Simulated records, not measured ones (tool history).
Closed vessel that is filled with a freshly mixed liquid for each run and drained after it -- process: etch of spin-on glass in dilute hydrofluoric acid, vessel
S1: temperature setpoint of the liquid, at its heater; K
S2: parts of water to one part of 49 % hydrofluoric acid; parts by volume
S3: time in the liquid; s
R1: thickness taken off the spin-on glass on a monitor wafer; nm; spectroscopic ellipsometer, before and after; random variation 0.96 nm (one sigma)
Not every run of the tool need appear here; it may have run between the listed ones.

run  hour      S1   S2   S3      R1
  1     0  293.15   65  115  56.018
  2   2.6  295.65   65  115  60.807
  3     9  295.65   85  115  46.224
  4  14.4  295.65  100  115  38.197
  5  15.2  296.15   90  115  44.278
  6  18.3  296.65   80  115  50.535

Expected results for the next run?
  7  26.9  300.65  55  120   ?

{"run 7": {"R1": 94.116}}

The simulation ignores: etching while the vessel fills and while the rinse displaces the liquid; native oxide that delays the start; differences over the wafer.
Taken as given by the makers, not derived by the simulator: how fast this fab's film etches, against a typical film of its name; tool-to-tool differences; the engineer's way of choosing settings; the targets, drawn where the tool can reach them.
